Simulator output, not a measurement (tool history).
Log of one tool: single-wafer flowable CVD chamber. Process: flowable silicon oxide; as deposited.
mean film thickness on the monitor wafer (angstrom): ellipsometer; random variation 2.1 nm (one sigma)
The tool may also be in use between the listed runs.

| run | hour | heater temperature setpoint (K) | chamber pressure (Torr) | RF power (W) | deposition time (s) | mean film thickness on the monitor wafer (angstrom) |
|---|---|---|---|---|---|---|
| 1 | 0.0 | 363.15 | 0.580 | 1705 | 559 | 3184.9 |
| 2 | 4.0 | 359.15 | 0.580 | 1705 | 559 | 3629.4 |
| 3 | 9.5 | 356.15 | 0.580 | 1705 | 559 | 4023.1 |
| 4 | 16.0 | 356.15 | 0.580 | 1890 | 559 | 4123.4 |
| 5 | 23.9 | 354.15 | 0.580 | 1890 | 559 | 4429.5 |
| 6 | 24.4 | 354.15 | 0.580 | 1890 | 559 | 4464.6 |
| 7 | 29.4 | 353.15 | 0.580 | 1890 | 559 | 4585.6 |

Run 8 comes next. What will it give?
| 8 | 36.2 | 353.15 | 0.580 | 1890 | 559 | ? |

Run 8 gave mean film thickness on the monitor wafer (angstrom) 4583.0.
